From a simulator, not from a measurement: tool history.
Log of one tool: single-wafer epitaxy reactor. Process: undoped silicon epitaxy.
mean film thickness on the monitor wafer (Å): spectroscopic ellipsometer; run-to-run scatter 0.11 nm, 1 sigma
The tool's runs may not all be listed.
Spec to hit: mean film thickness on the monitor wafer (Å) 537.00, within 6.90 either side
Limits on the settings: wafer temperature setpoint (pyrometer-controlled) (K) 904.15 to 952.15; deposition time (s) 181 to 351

run  hour  wafer temperature setpoint (pyrometer-controlled) (K)  deposition time (s)  mean film thickness on the monitor wafer (Å)
  1   0.0                                                 928.15                  266                                        447.47
  2   3.9                                                 928.15                  243                                        408.92
  3   9.7                                                 921.15                  243                                        344.20
  4  16.8                                                 927.15                  243                                        399.61
  5  19.3                                                 931.15                  243                                        442.10
  6  25.4                                                 933.15                  243                                        462.99
     33.8  -- pyrometer calibrated
  7  33.8                                                 941.15                  243                                        616.07
  8  34.8                                                 940.15                  243                                        603.54
  9  38.6                                                 934.15                  243                                        524.01

5 candidate next runs follow, results not yet known. Just one meets every target within its allowed miss. Identify it.
  A  42.4                                                 937.15                  228                                             ?
  B  42.4                                                 936.15                  229                                             ?
  C  42.4                                                 936.15                  237                                             ?
  D  42.4                                                 932.15                  245                                             ?
  E  42.4                                                 927.15                  286                                             ?

move  mean film thickness on the monitor wafer (Å)
   A                                        527.50
   B                                        517.21
   C                                        535.28
   D                                        502.27
   E                                        518.77
A: an improvement on the last run, though not all results are within tolerance
B: further off than the last run
C: all results land within tolerance of their targets
D: further off than the last run
E: further off than the last run
So the answer is move C, the one that meets all the targets.
